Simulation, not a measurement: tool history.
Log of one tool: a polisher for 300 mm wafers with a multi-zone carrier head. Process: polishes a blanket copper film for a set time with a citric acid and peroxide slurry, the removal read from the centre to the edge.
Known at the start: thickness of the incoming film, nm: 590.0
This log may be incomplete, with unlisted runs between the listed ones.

run  hour  flow of slurry (ml/min)  pressure of the head's centre zone  pressure of the head's middle zone  pressure of the head's edge zone  abrasive content of the slurry  polishing time (s)  film removed at the wafer's centre (angstrom)  film removed at mid-radius (angstrom)  film removed at the wafer's edge (angstrom)
  1     0                      145                                   1                                   1                                 1                               1                  89                                         1299.9                                 1336.9                                       1306.9
  2   4.2                      165                                   1                                   1                                 1                               1                  89                                         1323.2                                 1364.1                                       1325.3
  3   9.1                      175                                1.02                                   1                                 1                               1                  89                                         1378.7                                 1374.5                                       1317.3
  4    14                      140                                1.02                                   1                                 1                               1                  89                                         1301.7                                   1325                                       1304.5
  5  19.6                      150                                1.04                                   1                              1.01                               1                  89                                           1349                                 1338.5                                       1332.3
  6  23.3                      150                                1.04                                   1                              1.01                               1                 105                                         1563.4                                 1581.2                                       1540.5
  7  30.9                      140                                1.05                                0.99                              0.98                               1                 105                                         1592.2                                 1560.1                                         1538
  8  31.8                      125                                1.08                                0.96                              0.88                            0.75                 103                                         1429.1                                   1347                                       1305.7
  9  38.7                      130                                1.08                                0.96                              0.89                            0.75                 103                                         1472.1                                   1360                                       1327.4
 10  45.4                      135                                1.08                                0.96                               0.9                            0.75                 103                                           1510                                 1359.7                                       1312.2

Forecast run 11:
 11  45.9                      135                                1.08                                0.96                              0.91                            0.75                 103                                              ?                                      ?                                            ?

Logged for run 11: film removed at the wafer's centre (angstrom) 1493.6, film removed at mid-radius (angstrom) 1370.8, film removed at the wafer's edge (angstrom) 1333.6.
